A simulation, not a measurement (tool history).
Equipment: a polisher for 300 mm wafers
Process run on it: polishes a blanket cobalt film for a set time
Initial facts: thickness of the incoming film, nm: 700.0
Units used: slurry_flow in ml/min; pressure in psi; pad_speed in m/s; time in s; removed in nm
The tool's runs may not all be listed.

Run 1, hour 0.0: slurry_flow 225 ml/min, pressure 1.9 psi, pad_speed 0.90 m/s, time 38 s. Result: removed 178.68 nm.
Run 2, hour 2.3: slurry_flow 225 ml/min, pressure 1.9 psi, pad_speed 0.90 m/s, time 38 s. Result: removed 180.11 nm.
Run 3, hour 9.8: slurry_flow 225 ml/min, pressure 1.7 psi, pad_speed 0.90 m/s, time 38 s. Result: removed 156.98 nm.
Run 4, hour 18.3: slurry_flow 225 ml/min, pressure 2.1 psi, pad_speed 0.90 m/s, time 38 s. Result: removed 198.53 nm.
Run 5, hour 27.1: slurry_flow 225 ml/min, pressure 1.9 psi, pad_speed 0.90 m/s, time 38 s. Result: removed 180.19 nm.
Run 6, hour 29.3: slurry_flow 225 ml/min, pressure 1.7 psi, pad_speed 0.90 m/s, time 38 s. Result: removed 162.01 nm.

Run 7 comes next. What will it give?
Run 7, hour 30.9: slurry_flow 220 ml/min, pressure 1.1 psi, pad_speed 0.88 m/s, time 38 s. Result: removed ?.

{"run 7": {"removed": 103.75}}
